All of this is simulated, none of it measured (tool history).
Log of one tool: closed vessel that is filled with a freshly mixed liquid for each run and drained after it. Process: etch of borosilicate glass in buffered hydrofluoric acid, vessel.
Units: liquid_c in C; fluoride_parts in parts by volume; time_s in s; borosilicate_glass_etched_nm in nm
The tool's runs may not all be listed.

{"run": 1, "day": 0.0, "liquid_c": 24, "fluoride_parts": 16.5, "time_s": 95, "borosilicate_glass_etched_nm": 71.566}
{"run": 2, "day": 0.042, "liquid_c": 24, "fluoride_parts": 14, "time_s": 95, "borosilicate_glass_etched_nm": 85.372}
{"run": 3, "day": 0.396, "liquid_c": 26, "fluoride_parts": 13.5, "time_s": 95, "borosilicate_glass_etched_nm": 96.214}
{"run": 4, "day": 0.512, "liquid_c": 27.5, "fluoride_parts": 13, "time_s": 95, "borosilicate_glass_etched_nm": 109.2}
{"run": 5, "day": 0.812, "liquid_c": 28.5, "fluoride_parts": 13, "time_s": 95, "borosilicate_glass_etched_nm": 115.05}
{"run": 6, "day": 0.871, "liquid_c": 27, "fluoride_parts": 13, "time_s": 95, "borosilicate_glass_etched_nm": 106.1}

Run 7 comes next. What will it give?
{"run": 7, "day": 1.188, "liquid_c": 28.5, "fluoride_parts": 13, "time_s": 95, "borosilicate_glass_etched_nm": "?"}

borosilicate_glass_etched_nm: 117.05 nm

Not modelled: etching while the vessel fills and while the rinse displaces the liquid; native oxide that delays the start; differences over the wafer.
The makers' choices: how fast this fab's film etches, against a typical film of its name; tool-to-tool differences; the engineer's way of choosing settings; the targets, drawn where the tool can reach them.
